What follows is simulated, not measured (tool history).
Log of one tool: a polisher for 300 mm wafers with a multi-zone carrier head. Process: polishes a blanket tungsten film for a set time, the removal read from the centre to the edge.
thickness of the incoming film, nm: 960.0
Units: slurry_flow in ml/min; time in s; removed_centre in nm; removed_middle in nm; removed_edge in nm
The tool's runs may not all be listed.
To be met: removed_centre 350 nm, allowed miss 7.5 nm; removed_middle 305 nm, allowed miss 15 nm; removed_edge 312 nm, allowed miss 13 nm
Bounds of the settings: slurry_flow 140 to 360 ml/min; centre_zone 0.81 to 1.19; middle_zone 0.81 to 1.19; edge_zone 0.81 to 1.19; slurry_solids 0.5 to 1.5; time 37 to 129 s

run,hour,slurry_flow,centre_zone,middle_zone,edge_zone,slurry_solids,time,removed_centre,removed_middle,removed_edge
1,0,230,1,1,1,1,83,235.02,213.54,215.66
2,3.5,230,1.05,1,1,1,83,246.46,210.69,213.13
3,11.2,200,1.05,1,1,1,83,237.68,207,209.81
4,18.6,240,1.05,1,1,1,83,247.47,214.16,218.82
5,19.1,240,1.05,1.07,1,1,83,244.6,226.64,218.37
6,27.3,260,1.07,1.08,1.04,1.1,84,262.93,237.86,227.83
7,33.9,260,1.07,1.08,1.04,1.1,84,262.03,235.89,224.21
8,39,275,1.1,1.08,1.14,1.35,100,336.58,291.45,297.52
9,47.2,280,1.1,1.08,1.15,1.35,100,335.7,293.94,296.86
10,53.2,285,1.1,1.08,1.16,1.4,100,339.07,301.02,303.45
11,60.4,290,1.1,1.08,1.17,1.4,100,338.52,301.17,302.67
# hour 68.2: centre zone pressure recalibrated
12,68.2,295,1.11,1.07,1.18,1.45,100,326.84,307.89,307.2
13,71.9,290,1.19,1.04,1.18,1.4,103,357.44,298.43,314.45

4 next moves are on the table. One of them brings every result within its allowed miss. Which?
A,75.6,310,1.14,1.06,1.13,1.3,105,?,?,?
B,75.6,280,1.16,0.98,1.19,1.45,99,?,?,?
C,75.6,295,1.16,1.08,1.17,1.5,107,?,?,?
D,75.6,255,1.17,1.07,1.09,1.25,111,?,?,?

move,removed_centre,removed_middle,removed_edge
A,347.71,304.07,311.99
B,336.35,274.79,305.62
C,368.34,320.59,330.76
D,365.84,314.28,316.61
A: meets every target
B: takes the result that was furthest off past its target
C: further off than the last run
D: further off than the last run
Answer: A
